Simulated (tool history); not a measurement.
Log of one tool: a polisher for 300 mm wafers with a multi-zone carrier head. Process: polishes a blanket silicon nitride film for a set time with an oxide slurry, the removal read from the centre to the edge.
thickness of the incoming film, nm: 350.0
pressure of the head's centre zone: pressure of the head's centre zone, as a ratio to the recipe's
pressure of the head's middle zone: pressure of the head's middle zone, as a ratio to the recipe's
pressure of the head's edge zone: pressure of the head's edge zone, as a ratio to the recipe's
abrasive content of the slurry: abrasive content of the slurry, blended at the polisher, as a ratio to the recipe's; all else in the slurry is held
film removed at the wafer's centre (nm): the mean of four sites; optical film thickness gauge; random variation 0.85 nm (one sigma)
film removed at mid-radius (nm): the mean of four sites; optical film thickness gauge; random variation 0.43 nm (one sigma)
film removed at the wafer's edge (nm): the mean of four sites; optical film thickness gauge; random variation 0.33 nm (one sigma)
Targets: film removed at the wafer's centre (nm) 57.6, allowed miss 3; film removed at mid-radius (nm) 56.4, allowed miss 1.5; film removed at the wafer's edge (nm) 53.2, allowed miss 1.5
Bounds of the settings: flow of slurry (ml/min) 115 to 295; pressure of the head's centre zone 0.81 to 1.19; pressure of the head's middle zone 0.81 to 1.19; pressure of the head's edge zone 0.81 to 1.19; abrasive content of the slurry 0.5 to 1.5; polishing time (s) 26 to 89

run  hour  flow of slurry (ml/min)  pressure of the head's centre zone  pressure of the head's middle zone  pressure of the head's edge zone  abrasive content of the slurry  polishing time (s)  film removed at the wafer's centre (nm)  film removed at mid-radius (nm)  film removed at the wafer's edge (nm)
  1     0                      190                                   1                                   1                                 1                               1                  57                                   39.398                           38.608                                  38.44
  2   3.4                      190                                   1                                   1                                 1                            0.85                  57                                   36.747                             36.8                                 36.035
  3  11.2                      190                                   1                                   1                                 1                            0.75                  57                                    33.82                           34.632                                 34.282
  4  19.2                      190                                   1                                   1                                 1                             0.6                  57                                   32.017                           32.098                                 31.384
  5  27.9                      195                                1.02                                1.02                              1.02                             0.7                  57                                   34.547                           34.165                                 33.993
  6  32.3                      200                                1.03                                1.04                              1.02                             0.8                  57                                   36.616                           36.987                                 36.048
  7  39.9                      205                                1.05                                1.06                              1.03                            0.85                  57                                   37.764                           38.805                                 36.917
  8  44.3                      210                                1.07                                1.07                              1.04                            0.95                  57                                   39.386                           40.197                                 38.668
  9  48.3                      215                                1.08                                1.08                              1.04                               1                  58                                   42.543                           41.742                                 39.942
 10  56.2                      220                                1.09                                1.09                              1.05                            1.05                  58                                   43.264                           42.997                                 41.288
 11    63                      225                                 1.1                                 1.1                              1.06                             1.1                  58                                    45.19                           44.023                                 42.244
 12  71.9                      230                                 1.1                                1.11                              1.07                            1.15                  58                                   44.595                           45.258                                 42.774
 13    76                      230                                1.11                                1.11                              1.07                             1.2                  59                                   47.509                           46.998                                  44.52
 14  77.5                      265                                1.15                                1.18                              1.17                            1.45                  60                                     52.5                           53.153                                 50.174

5 next moves are on the table. One of them brings every result within its allowed miss. Which?
  A    79                      260                                0.83                                1.18                              1.19                             1.4                  65                                        ?                                ?                                      ?
  B    79                      210                                1.13                                1.13                              1.06                             1.4                  68                                        ?                                ?                                      ?
  C    79                      255                                1.02                                1.19                              1.19                            1.45                  56                                        ?                                ?                                      ?
  D    79                      275                                0.99                                1.08                              1.19                            1.25                  64                                        ?                                ?                                      ?
  E    79                      240                                0.86                                1.15                              1.19                             1.4                  65                                        ?                                ?                                      ?

move  film removed at the wafer's centre (nm)  film removed at mid-radius (nm)  film removed at the wafer's edge (nm)
   A                                   45.261                           56.963                                 54.211
   B                                   57.371                           56.631                                  53.07
   C                                   45.433                           49.773                                 47.172
   D                                   48.738                           51.378                                 51.635
   E                                   45.932                           55.589                                  53.89
A: brings the result that was furthest off to its target, and leaves another outside
B: meets every target
C: further off than the last run
D: further off than the last run
E: brings the result that was furthest off to its target, and leaves another outside
Answer: B
